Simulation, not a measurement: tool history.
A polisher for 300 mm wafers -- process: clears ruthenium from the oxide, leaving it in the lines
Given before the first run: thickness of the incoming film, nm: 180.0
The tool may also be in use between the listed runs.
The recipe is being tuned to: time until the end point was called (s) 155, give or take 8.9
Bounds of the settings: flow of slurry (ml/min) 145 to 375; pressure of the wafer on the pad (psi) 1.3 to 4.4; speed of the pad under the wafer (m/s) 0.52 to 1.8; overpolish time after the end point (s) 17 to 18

run	hour	flow of slurry (ml/min)	pressure of the wafer on the pad (psi)	speed of the pad under the wafer (m/s)	overpolish time after the end point (s)	time until the end point was called (s)
1	0	240	2.8	1.16	17	106.98
2	5.4	200	2.8	1.16	17	105.64
3	12.1	200	2.5	1.14	17	118.56
4	20	200	2.5	1.36	17	98.305
5	29	200	2.5	1.36	17	101.93
6	30.2	200	3.1	1.36	17	85.001
7	31.1	200	2.6	1.28	17	100.39
8	37.3	200	2.2	1.22	17	122.52
9	40.2	200	2	1.2	17	130.36
10	45.9	200	1.8	1.18	17	142.21

Which single option among these 4 for the next run brings every result within its allowed miss of target? Just one does.
A	51.6	145	2.1	1	17	?
B	51.6	170	2.3	1.14	17	?
C	51.6	215	2	1.22	17	?
D	51.6	185	1.9	1.22	18	?

move	time until the end point was called (s)
A	155.19
B	127.32
C	128.42
D	134.05
A: all results land within tolerance of their targets
B: its largest miss is bigger than the last run's
C: its largest miss is bigger than the last run's
D: its largest miss is bigger than the last run's
Move A is the one to make.

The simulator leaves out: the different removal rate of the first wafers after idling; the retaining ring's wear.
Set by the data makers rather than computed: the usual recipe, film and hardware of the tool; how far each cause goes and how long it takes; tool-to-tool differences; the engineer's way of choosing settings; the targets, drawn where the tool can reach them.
